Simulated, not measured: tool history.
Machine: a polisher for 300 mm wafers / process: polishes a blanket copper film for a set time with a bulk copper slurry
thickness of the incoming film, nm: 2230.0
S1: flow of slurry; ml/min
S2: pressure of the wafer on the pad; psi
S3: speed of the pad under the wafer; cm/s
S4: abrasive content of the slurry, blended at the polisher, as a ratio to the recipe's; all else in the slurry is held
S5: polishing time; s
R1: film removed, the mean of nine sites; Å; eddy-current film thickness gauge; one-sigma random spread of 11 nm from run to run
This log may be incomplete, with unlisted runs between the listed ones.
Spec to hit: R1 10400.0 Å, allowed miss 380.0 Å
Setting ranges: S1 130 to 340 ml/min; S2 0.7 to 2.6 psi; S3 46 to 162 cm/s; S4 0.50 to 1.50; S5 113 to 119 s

run	day	S1	S2	S3	S4	S5	R1
1	0.000	220	1.6	104	1.00	113	6352.3
2	0.092	220	1.6	84	1.00	113	5198.9
3	0.450	220	1.6	72	1.00	113	4405.5
4	0.738	220	1.7	74	1.00	113	4915.7
5	1.062	220	1.7	96	1.00	113	6099.1
6	1.125	220	1.7	74	1.00	113	4813.8
7	1.167	220	1.8	76	1.00	113	5283.7
8	1.479	220	1.9	78	1.00	113	5761.7
9	1.521	220	2.0	80	1.00	113	6181.8
10	1.871	220	2.1	82	1.00	113	6532.4
11	1.971	220	2.2	84	1.00	113	7045.3
12	2.321	220	2.2	86	1.00	113	7133.7
13	2.375	225	2.6	100	1.00	113	9760.6

Pick the move, out of 4, that brings all results within their allowed miss; only one does.
A	2.429	240	2.6	98	1.05	119	?
B	2.429	235	2.4	104	0.90	113	?
C	2.429	215	2.6	94	1.00	119	?
D	2.429	210	2.5	98	1.15	113	?

move	R1
A	10433.0
B	9436.6
C	9800.3
D	9514.2
A: in spec on every target
B: lands further from the targets than the last run did
C: nearer the targets than the last run, but a result is still out of spec
D: lands further from the targets than the last run did
So the answer is move A, the one that meets all the targets.
